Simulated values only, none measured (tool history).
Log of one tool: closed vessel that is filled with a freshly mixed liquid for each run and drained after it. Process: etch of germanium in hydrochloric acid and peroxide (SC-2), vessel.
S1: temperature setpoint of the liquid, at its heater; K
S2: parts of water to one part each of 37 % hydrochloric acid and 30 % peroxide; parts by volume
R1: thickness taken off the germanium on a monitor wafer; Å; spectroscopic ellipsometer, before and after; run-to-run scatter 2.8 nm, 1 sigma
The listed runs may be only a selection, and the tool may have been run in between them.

{"run": 1, "day": 0.0, "S1": 321.15, "S2": 9, "time in the liquid (s)": 100, "R1": 3570.4}
{"run": 2, "day": 0.096, "S1": 321.15, "S2": 9, "time in the liquid (s)": 100, "R1": 3591.7}
{"run": 3, "day": 0.238, "S1": 322.15, "S2": 9, "time in the liquid (s)": 100, "R1": 3658}
{"run": 4, "day": 0.321, "S1": 323.15, "S2": 9, "time in the liquid (s)": 100, "R1": 3803.5}
{"run": 5, "day": 0.475, "S1": 323.15, "S2": 9, "time in the liquid (s)": 100, "R1": 3835.9}
{"run": 6, "day": 0.829, "S1": 324.15, "S2": 9, "time in the liquid (s)": 100, "R1": 3965.5}
{"run": 7, "day": 0.938, "S1": 324.65, "S2": 9, "time in the liquid (s)": 100, "R1": 3975.4}

Predict the results of run 8:
{"run": 8, "day": 1.121, "S1": 325.15, "S2": 9, "time in the liquid (s)": 100, "R1": "?"}

Run 8 gave R1 4092.6 Å.
